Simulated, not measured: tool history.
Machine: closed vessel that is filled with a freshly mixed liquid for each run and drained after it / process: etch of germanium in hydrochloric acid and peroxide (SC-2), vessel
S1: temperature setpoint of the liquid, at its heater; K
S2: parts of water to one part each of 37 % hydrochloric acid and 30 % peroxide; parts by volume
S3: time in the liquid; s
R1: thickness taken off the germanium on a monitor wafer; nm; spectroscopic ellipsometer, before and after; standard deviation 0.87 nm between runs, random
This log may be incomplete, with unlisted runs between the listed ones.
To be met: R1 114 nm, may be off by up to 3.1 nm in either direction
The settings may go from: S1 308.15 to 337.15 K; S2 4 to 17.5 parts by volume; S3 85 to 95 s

run  hour      S1   S2  S3      R1
  1     0  321.15  9.5  85  159.12
  2   6.3  317.65  9.5  85  141.55
  3   7.5  312.65  9.5  85  119.87
  4  12.6  318.65  9.5  85  147.08
  5  16.9  318.65  9.5  95  163.93
  6  25.8  318.65  9.5  95  163.19
  7    34  310.65   11  95  125.59
  8  40.4  309.65   11  95  119.72
  9  45.2  309.15   11  95  117.63

Of the 4 settings listed for the next run, only one would bring every result within its allowed miss of target. Which one?
  A    50  313.65     8  85   ?
  B    50  310.15  10.5  95   ?
  C    50  314.15    11  85   ?
  D    50  311.65  10.5  85   ?

move      R1
   A   125.3
   B  121.95
   C  124.43
   D  114.86
A: further off than the last run
B: further off than the last run
C: further off than the last run
D: all results in spec
Answer: D
